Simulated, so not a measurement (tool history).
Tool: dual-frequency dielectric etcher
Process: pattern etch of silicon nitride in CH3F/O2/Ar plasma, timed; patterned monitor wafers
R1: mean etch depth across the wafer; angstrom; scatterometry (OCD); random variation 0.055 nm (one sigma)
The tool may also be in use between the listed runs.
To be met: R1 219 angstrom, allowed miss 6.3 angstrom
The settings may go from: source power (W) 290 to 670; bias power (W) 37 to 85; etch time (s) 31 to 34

{"run": 1, "hour": 0.0, "source power (W)": 480, "bias power (W)": 61, "etch time (s)": 34, "R1": 262.09}
{"run": 2, "hour": 4.2, "source power (W)": 460, "bias power (W)": 60, "etch time (s)": 34, "R1": 253.13}
{"run": 3, "hour": 6.8, "source power (W)": 450, "bias power (W)": 59, "etch time (s)": 34, "R1": 246.81}
{"run": 4, "hour": 14.4, "source power (W)": 440, "bias power (W)": 59, "etch time (s)": 34, "R1": 246.1}
{"run": 5, "hour": 21.3, "source power (W)": 430, "bias power (W)": 59, "etch time (s)": 34, "R1": 243.86}
{"run": 6, "hour": 28.4, "source power (W)": 420, "bias power (W)": 59, "etch time (s)": 34, "R1": 240.58}
{"run": 7, "hour": 33.6, "source power (W)": 330, "bias power (W)": 54, "etch time (s)": 33.5, "R1": 198.76}
{"run": 8, "hour": 36.2, "source power (W)": 340, "bias power (W)": 54, "etch time (s)": 33.5, "R1": 202.2}
{"run": 9, "hour": 44.4, "source power (W)": 420, "bias power (W)": 58, "etch time (s)": 34, "R1": 238.21}
{"run": 10, "hour": 45.4, "source power (W)": 410, "bias power (W)": 58, "etch time (s)": 34, "R1": 236.16}
{"run": 11, "hour": 52.5, "source power (W)": 400, "bias power (W)": 58, "etch time (s)": 34, "R1": 232.36}

4 next moves are on the table. One of them brings every result within its allowed miss. Which?
{"run": "A", "hour": 59.6, "source power (W)": 390, "bias power (W)": 61, "etch time (s)": 33.5, "R1": "?"}
{"run": "B", "hour": 59.6, "source power (W)": 460, "bias power (W)": 60, "etch time (s)": 33, "R1": "?"}
{"run": "C", "hour": 59.6, "source power (W)": 360, "bias power (W)": 58, "etch time (s)": 34, "R1": "?"}
{"run": "D", "hour": 59.6, "source power (W)": 380, "bias power (W)": 48, "etch time (s)": 33.5, "R1": "?"}

move=A R1=232.35
move=B R1=245.88
move=C R1=220.7
move=D R1=202.08
A: as far off as the last run
B: further off than the last run
C: meets every target
D: takes the result that was furthest off past its target
Answer: C

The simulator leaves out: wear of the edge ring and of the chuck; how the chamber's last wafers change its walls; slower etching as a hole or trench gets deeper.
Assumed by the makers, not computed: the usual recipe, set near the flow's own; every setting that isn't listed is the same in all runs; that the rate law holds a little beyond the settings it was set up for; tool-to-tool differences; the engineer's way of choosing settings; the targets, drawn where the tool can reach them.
